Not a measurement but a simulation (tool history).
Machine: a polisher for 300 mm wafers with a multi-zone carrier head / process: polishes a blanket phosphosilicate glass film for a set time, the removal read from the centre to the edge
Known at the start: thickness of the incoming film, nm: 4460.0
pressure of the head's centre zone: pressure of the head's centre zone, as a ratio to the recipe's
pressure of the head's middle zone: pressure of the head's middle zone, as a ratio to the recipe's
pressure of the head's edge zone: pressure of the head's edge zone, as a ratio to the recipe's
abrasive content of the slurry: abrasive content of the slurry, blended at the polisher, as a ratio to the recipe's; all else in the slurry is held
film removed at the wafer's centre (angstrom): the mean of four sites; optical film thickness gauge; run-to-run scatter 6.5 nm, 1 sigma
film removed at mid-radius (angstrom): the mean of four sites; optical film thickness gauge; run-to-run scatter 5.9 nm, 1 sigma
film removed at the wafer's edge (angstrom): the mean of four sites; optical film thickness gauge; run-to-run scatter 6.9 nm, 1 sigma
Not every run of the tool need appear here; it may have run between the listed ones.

run,hour,flow of slurry (ml/min),pressure of the head's centre zone,pressure of the head's middle zone,pressure of the head's edge zone,abrasive content of the slurry,polishing time (s),film removed at the wafer's centre (angstrom),film removed at mid-radius (angstrom),film removed at the wafer's edge (angstrom)
1,0.0,180,1.00,1.00,1.00,1.00,68,5323.9,5377.1,5171.1
2,4.8,180,1.00,1.00,1.00,1.10,68,5781.0,5719.2,5494.6
3,6.1,190,1.00,1.00,1.02,1.10,68,5818.0,5790.8,5539.6
4,7.6,150,1.00,1.00,1.02,1.10,68,5477.6,5460.7,5498.8
5,14.0,165,1.01,1.00,1.04,1.10,68,5651.5,5529.2,5590.0
6,17.6,175,1.01,1.01,1.06,1.10,68,5749.4,5719.2,5608.3
7,24.0,180,1.01,1.01,1.08,1.10,68,5829.9,5696.4,5602.3
8,32.2,180,1.01,1.01,1.09,1.15,68,5934.9,5905.8,5783.7
9,33.5,180,1.01,1.01,1.10,1.15,68,5918.2,5947.8,5829.7
10,35.9,185,1.02,1.01,1.11,1.15,68,6006.9,5865.5,5835.9

The next listed run, before its measurement:
11,42.2,190,1.02,1.01,1.12,1.15,68,?,?,?

film removed at the wafer's centre (angstrom): 6144.5
film removed at mid-radius (angstrom): 5921.8
film removed at the wafer's edge (angstrom): 5929.6
